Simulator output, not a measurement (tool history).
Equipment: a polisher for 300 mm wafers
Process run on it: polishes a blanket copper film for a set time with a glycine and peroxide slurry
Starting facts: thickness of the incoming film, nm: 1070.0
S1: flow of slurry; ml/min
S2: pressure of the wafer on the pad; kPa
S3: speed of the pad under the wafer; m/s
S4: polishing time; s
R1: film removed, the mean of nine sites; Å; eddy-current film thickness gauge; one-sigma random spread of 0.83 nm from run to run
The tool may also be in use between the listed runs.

run,hour,S1,S2,S3,S4,R1
1,0,235,12.4,0.76,26,867.29
2,2.7,235,11,0.74,26,816.21
3,5,235,11.7,0.74,26,839.12
4,9.2,235,11.7,0.84,26,915.94
5,11.2,235,11.7,0.96,26,982.79
6,12.1,235,10.3,0.92,26,923.74
7,17.2,235,9.7,0.86,26,857.42
8,18.7,235,9,0.82,26,833.26

Predict the results of run 9:
9,20.8,235,8.3,0.76,26,?

Run 9 came out at R1 749.2 Å.
